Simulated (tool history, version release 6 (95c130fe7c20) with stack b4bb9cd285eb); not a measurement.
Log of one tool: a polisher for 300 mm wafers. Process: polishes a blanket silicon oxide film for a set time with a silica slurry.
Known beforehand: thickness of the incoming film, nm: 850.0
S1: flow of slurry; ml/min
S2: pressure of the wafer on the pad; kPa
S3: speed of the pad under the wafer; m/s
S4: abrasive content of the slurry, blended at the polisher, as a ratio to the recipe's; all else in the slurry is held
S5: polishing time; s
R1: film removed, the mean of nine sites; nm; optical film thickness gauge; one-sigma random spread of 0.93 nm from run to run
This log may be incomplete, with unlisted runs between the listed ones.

run	day	S1	S2	S3	S4	S5	R1
1	0	295	31	1.2	1	53	222.27
2	0.254	295	26.9	1.06	1	53	172.98
3	0.283	295	24.1	0.98	1	53	147.46
4	0.362	295	24.1	1.26	1	53	177.86
5	0.588	295	30.3	1.26	1	53	228.48
6	0.904	295	30.3	1.26	1	53	226.94

Run 7 is up next; what results do you expect?
7	0.975	295	26.2	1.14	1	53	?

R1: 181 nm
